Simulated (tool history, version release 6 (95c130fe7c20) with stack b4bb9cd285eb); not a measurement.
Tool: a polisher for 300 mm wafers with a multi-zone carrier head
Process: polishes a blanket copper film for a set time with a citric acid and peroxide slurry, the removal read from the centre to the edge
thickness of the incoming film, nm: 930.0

run  hour  flow of slurry (ml/min)  pressure of the head's centre zone  pressure of the head's middle zone  pressure of the head's edge zone  abrasive content of the slurry  polishing time (s)  film removed at the wafer's centre (Å)  film removed at mid-radius (Å)  film removed at the wafer's edge (Å)
  1     0                      150                                   1                                   1                                 1                               1                  36                                  682.09                          686.58                                659.75
  2   5.1                      150                                   1                                0.96                                 1                               1                  36                                  671.96                          672.86                                670.43
  3  10.1                      160                                1.04                                0.94                              1.03                            1.05                  36                                  728.77                          665.59                                688.17
  4  14.1                      160                                1.04                                0.94                              1.03                            0.85                  36                                  699.72                          640.61                                681.52
  5  17.4                      160                                0.96                                0.94                              1.03                            0.85                  36                                  645.22                          646.95                                677.82
  6  26.4                      160                                0.96                                0.94                               1.1                            0.85                  36                                  645.31                          636.32                                697.96
  7  30.1                      170                                   1                                0.94                              1.11                             0.9                  37                                  718.02                          670.41                                721.66

What does the tool deliver on the next run?
  8  32.6                      190                                1.08                                0.86                              1.18                            1.15                  39                                       ?                               ?                                     ?

Run 8 measured film removed at the wafer's centre (Å) 843.13, film removed at mid-radius (Å) 690.91, film removed at the wafer's edge (Å) 825.8.
